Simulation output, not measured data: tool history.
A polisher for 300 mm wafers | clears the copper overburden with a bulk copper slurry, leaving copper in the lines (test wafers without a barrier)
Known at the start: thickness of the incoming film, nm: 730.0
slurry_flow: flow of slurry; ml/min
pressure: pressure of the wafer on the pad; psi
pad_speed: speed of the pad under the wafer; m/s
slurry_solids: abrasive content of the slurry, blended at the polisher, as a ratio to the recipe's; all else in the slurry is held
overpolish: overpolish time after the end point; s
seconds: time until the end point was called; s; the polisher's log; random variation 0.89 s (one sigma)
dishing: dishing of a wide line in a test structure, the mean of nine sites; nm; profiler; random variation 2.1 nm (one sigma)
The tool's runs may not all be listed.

| run | day | slurry_flow | pressure | pad_speed | slurry_solids | overpolish | seconds | dishing |
|---|---|---|---|---|---|---|---|---|
| 1 | 0.000 | 250 | 2.7 | 1.02 | 1.0 | 22 | 74.382 | 77.616 |
| 2 | 0.288 | 250 | 2.7 | 0.92 | 1.0 | 22 | 81.751 | 77.458 |
| 3 | 0.562 | 250 | 2.9 | 0.94 | 1.0 | 21 | 75.973 | 77.558 |
| 4 | 0.829 | 250 | 2.9 | 0.94 | 1.0 | 28 | 74.418 | 85.383 |
| 5 | 1.179 | 250 | 2.9 | 0.72 | 1.0 | 28 | 97.056 | 79.727 |
| 6 | 1.429 | 250 | 3.3 | 0.74 | 1.0 | 25 | 87.110 | 80.160 |
| 7 | 1.800 | 250 | 3.5 | 0.80 | 1.0 | 24 | 77.113 | 82.166 |
| 8 | 1.858 | 250 | 3.7 | 0.84 | 1.0 | 23 | 66.052 | 89.273 |

The next listed run, before its measurement:
| 9 | 1.992 | 250 | 3.8 | 0.84 | 1.0 | 21 | ? | ? |

{"run 9": {"seconds": 64.658, "dishing": 89.735}}

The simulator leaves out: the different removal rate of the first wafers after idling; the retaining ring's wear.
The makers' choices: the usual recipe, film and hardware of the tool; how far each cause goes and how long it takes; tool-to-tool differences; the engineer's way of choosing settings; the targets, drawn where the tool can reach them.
